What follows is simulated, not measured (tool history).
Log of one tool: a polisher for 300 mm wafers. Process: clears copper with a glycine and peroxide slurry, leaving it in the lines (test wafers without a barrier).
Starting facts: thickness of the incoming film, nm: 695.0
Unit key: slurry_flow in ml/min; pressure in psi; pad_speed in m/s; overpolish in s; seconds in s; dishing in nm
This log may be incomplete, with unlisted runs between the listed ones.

| run | day | slurry_flow | pressure | pad_speed | overpolish | seconds | dishing |
|---|---|---|---|---|---|---|---|
| 1 | 0 | 145 | 2.1 | 0.96 | 29 | 162.72 | 78.461 |
| 2 | 0.162 | 130 | 2.1 | 0.96 | 29 | 165.04 | 79.424 |
| 3 | 0.204 | 150 | 1.8 | 0.88 | 24 | 192.59 | 59.387 |
| 4 | 0.375 | 165 | 1.6 | 0.82 | 21 | 215.7 | 48.919 |
| 5 | 0.717 | 165 | 1.3 | 0.82 | 21 | 250.55 | 42.655 |
| 6 | 1.075 | 165 | 1.3 | 0.82 | 28 | 249.39 | 55.084 |

For run 7, what comes out?
| 7 | 1.154 | 180 | 1.2 | 0.78 | 24 | ? | ? |

Run 7 came out at seconds 266.81 s, dishing 46.084 nm.

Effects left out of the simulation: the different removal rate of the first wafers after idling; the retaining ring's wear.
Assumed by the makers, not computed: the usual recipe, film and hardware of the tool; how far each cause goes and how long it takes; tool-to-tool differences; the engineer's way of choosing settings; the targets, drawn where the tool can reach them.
